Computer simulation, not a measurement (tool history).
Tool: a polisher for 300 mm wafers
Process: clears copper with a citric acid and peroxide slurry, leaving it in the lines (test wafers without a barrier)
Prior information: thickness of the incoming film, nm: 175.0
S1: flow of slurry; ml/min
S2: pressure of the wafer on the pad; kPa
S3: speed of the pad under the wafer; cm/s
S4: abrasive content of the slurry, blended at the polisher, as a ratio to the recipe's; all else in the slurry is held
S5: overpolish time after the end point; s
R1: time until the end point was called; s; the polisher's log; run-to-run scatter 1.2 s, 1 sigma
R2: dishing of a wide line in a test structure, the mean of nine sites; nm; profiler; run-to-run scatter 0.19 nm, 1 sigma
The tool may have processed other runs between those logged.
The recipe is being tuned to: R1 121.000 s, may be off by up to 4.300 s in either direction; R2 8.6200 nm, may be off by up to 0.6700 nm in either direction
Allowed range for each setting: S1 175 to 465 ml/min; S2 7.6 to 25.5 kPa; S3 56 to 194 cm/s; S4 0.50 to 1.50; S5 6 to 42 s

| run | hour | S1 | S2 | S3 | S4 | S5 | R1 | R2 |
|---|---|---|---|---|---|---|---|---|
| 1 | 0.0 | 295 | 16.5 | 124 | 1.00 | 21 | 87.957 | 33.5780 |
| 2 | 8.4 | 295 | 13.8 | 128 | 1.00 | 16 | 98.109 | 23.1610 |
| 3 | 10.4 | 295 | 13.8 | 128 | 1.00 | 25 | 96.757 | 33.7250 |
| 4 | 12.4 | 295 | 17.9 | 128 | 1.00 | 25 | 78.203 | 42.2920 |
| 5 | 17.9 | 260 | 14.5 | 136 | 0.85 | 19 | 93.923 | 29.4770 |
| 6 | 23.1 | 260 | 17.2 | 136 | 0.85 | 19 | 80.585 | 31.7140 |
| 7 | 29.7 | 300 | 14.5 | 134 | 0.90 | 15 | 93.898 | 22.8740 |
| 8 | 32.8 | 350 | 12.4 | 140 | 0.80 | 12 | 99.636 | 17.0870 |
| 9 | 38.7 | 385 | 11.0 | 140 | 0.70 | 10 | 114.040 | 12.8010 |
| 10 | 40.7 | 410 | 11.0 | 142 | 0.65 | 9 | 113.380 | 11.5210 |
| 11 | 44.3 | 425 | 11.0 | 142 | 0.65 | 8 | 113.190 | 10.3160 |
| 12 | 49.6 | 445 | 9.7 | 142 | 0.65 | 6 | 121.500 | 7.3630 |
| 13 | 52.7 | 435 | 9.7 | 142 | 0.65 | 6 | 125.750 | 7.2391 |
| 14 | 57.8 | 425 | 9.7 | 142 | 0.65 | 6 | 124.710 | 7.1954 |

Of the 5 settings listed for the next run, only one would bring every result within its allowed miss of target. Which one?
| A | 62.9 | 405 | 9.0 | 136 | 0.80 | 8 | ? | ? |
| B | 62.9 | 465 | 9.7 | 142 | 0.80 | 7 | ? | ? |
| C | 62.9 | 415 | 11.0 | 112 | 0.75 | 8 | ? | ? |
| D | 62.9 | 415 | 11.7 | 120 | 0.65 | 6 | ? | ? |
| E | 62.9 | 460 | 9.0 | 142 | 0.65 | 8 | ? | ? |

| move | R1 | R2 |
|---|---|---|
| A | 130.700 | 8.5526 |
| B | 118.290 | 8.2848 |
| C | 133.680 | 8.3897 |
| D | 123.370 | 6.8603 |
| E | 129.780 | 8.6113 |
A: brings the last run's worst result on target, with another outside its allowed miss
B: hits every target within its allowed miss
C: brings the last run's worst result on target, with another outside its allowed miss
D: the biggest miss grows against the last run
E: brings the last run's worst result on target, with another outside its allowed miss
Move B is the one to make.

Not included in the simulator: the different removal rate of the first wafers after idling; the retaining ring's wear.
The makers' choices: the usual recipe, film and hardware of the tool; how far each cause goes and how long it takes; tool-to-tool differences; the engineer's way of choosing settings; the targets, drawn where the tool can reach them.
